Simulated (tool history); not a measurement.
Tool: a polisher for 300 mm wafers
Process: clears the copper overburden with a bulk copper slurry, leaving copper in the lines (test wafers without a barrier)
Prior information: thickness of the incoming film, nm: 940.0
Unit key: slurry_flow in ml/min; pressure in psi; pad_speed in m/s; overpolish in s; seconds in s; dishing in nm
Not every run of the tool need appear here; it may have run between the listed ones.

run,hour,slurry_flow,pressure,pad_speed,slurry_solids,overpolish,seconds,dishing
1,0.0,190,2.3,0.86,1.00,16,157.21,48.655
2,4.0,190,2.5,0.86,1.00,15,150.80,48.223
3,5.0,190,2.5,0.86,0.85,15,157.77,47.923
4,10.9,150,2.5,0.86,0.85,15,166.05,45.665
5,13.2,150,2.5,0.86,0.75,15,176.06,44.562
6,18.0,155,2.7,0.88,0.75,14,156.06,45.317
# hour 23.5: slurry blender recalibrated
7,23.5,160,2.8,0.90,0.75,13,136.83,47.137

Estimate the outcome of run 8 from the log above:
8,27.8,165,2.9,0.90,0.75,12,?,?

seconds: 126.62 s
dishing: 47.846 nm
